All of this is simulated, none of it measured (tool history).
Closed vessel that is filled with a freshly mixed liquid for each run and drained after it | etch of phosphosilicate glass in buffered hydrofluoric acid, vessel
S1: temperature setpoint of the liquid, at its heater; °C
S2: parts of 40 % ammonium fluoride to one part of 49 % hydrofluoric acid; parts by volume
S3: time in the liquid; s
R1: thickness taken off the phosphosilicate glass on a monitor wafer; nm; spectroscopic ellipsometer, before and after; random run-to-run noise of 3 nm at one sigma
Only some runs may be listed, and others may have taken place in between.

| run | hour | S1 | S2 | S3 | R1 |
|---|---|---|---|---|---|
| 1 | 0.0 | 24.0 | 21.0 | 100 | 164.23 |
| 2 | 7.7 | 24.0 | 21.0 | 100 | 165.10 |
| 3 | 10.8 | 25.5 | 18.0 | 100 | 203.91 |
| 4 | 19.2 | 27.0 | 16.0 | 100 | 251.17 |
| 5 | 21.0 | 27.0 | 21.0 | 100 | 192.22 |
| 6 | 27.9 | 28.0 | 18.5 | 100 | 228.38 |
| 7 | 36.4 | 29.0 | 16.5 | 100 | 269.00 |

For run 8, what comes out?
| 8 | 41.6 | 29.5 | 15.0 | 100 | ? |

{"run 8": {"R1": 299.61}}

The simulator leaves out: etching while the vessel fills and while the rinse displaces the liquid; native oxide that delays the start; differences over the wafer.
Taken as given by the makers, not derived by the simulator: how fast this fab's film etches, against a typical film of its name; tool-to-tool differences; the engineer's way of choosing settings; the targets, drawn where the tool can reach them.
